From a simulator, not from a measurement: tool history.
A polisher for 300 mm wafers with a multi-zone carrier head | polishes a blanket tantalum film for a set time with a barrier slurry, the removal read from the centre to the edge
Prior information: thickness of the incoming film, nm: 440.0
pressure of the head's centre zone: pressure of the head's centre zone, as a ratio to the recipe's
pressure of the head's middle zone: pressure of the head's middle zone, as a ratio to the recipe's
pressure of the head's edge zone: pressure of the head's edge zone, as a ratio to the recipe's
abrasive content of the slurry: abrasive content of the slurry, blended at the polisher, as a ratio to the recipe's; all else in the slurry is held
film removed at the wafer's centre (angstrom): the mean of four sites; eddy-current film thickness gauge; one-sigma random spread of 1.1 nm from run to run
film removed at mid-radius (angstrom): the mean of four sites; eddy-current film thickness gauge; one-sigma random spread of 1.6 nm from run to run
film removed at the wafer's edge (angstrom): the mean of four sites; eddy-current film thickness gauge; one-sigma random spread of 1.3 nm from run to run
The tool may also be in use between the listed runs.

run,hour,flow of slurry (ml/min),pressure of the head's centre zone,pressure of the head's middle zone,pressure of the head's edge zone,abrasive content of the slurry,polishing time (s),film removed at the wafer's centre (angstrom),film removed at mid-radius (angstrom),film removed at the wafer's edge (angstrom)
1,0.0,270,1.00,1.00,1.00,1.00,82,870.84,872.87,885.46
2,8.9,270,1.02,1.00,1.02,1.10,83,931.59,896.93,918.07
3,9.4,270,1.09,1.00,1.02,1.10,83,985.89,928.31,940.22
4,10.8,270,1.09,1.06,1.02,1.10,83,981.52,952.93,923.09
5,12.2,270,1.09,1.05,1.04,1.15,84,1009.60,955.53,938.15
6,17.5,270,1.08,1.03,1.05,1.20,87,1039.70,999.61,1007.70

Forecast run 7:
7,18.4,275,1.09,1.02,1.06,1.25,88,?,?,?

Run 7 measured film removed at the wafer's centre (angstrom) 1086.70, film removed at mid-radius (angstrom) 1027.90, film removed at the wafer's edge (angstrom) 1055.30.
